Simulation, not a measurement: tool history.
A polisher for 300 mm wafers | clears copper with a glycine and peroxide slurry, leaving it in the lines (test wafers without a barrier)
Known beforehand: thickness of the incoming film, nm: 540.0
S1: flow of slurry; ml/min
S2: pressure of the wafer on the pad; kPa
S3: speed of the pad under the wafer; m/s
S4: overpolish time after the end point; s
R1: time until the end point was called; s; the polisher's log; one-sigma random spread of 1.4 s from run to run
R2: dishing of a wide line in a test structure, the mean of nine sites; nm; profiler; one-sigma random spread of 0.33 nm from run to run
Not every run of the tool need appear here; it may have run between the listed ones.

| run | hour | S1 | S2 | S3 | S4 | R1 | R2 |
|---|---|---|---|---|---|---|---|
| 1 | 0.0 | 200 | 16.5 | 1.14 | 13 | 107.340 | 42.715 |
| 2 | 7.5 | 200 | 16.5 | 1.26 | 13 | 99.876 | 45.846 |
| 3 | 11.3 | 210 | 15.9 | 1.24 | 12 | 103.810 | 41.446 |
| 4 | 18.5 | 210 | 15.9 | 1.24 | 16 | 105.720 | 49.011 |
| 5 | 22.4 | 170 | 15.9 | 1.24 | 16 | 106.350 | 50.670 |
| 6 | 27.0 | 185 | 15.2 | 1.26 | 15 | 109.540 | 47.258 |
| 7 | 35.9 | 200 | 14.5 | 1.24 | 14 | 113.540 | 43.835 |

Run 8 comes next. What will it give?
| 8 | 41.2 | 215 | 14.5 | 1.18 | 13 | ? | ? |

R1: 117.100 s
R2: 39.342 nm
